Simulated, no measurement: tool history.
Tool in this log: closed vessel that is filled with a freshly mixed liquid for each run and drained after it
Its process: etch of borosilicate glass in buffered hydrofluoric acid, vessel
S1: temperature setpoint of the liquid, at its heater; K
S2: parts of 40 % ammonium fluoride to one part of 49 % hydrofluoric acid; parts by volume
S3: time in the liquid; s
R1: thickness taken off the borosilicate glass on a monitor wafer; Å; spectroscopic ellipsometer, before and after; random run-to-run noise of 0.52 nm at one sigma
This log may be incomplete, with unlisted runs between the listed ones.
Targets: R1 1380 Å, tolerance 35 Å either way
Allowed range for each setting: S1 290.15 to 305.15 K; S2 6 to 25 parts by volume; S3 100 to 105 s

run  hour      S1    S2   S3      R1
  1     0  298.15  15.5  100  930.87
  2   4.5  298.15  17.5  100  815.84
  3   6.4  299.65    17  100  910.79
  4    14  300.65  16.5  100  995.31
  5  22.8  300.65  18.5  100  883.56
  6  24.3  300.65  14.5  100  1125.1
  7  29.5  301.65  14.5  100  1189.4
  8  30.2  302.15  14.5  100  1217.6
  9  34.7  302.65  14.5  100  1257.3

Exercise: of the 4 proposed moves below, exactly one satisfies all targets within the stated allowed misses. Which move is it?
  A  39.2  301.15    14  105   ?
  B  39.2  302.65  16.5  100   ?
  C  39.2  303.15  15.5  100   ?
  D  39.2  304.65  15.5  105   ?

move      R1
   A  1255.9
   B  1099.8
   C  1200.6
   D  1362.2
A: neither nearer nor further off than the last run
B: the biggest miss grows against the last run
C: the biggest miss grows against the last run
D: in spec on every target
D is the move that brings every result within its allowed miss.
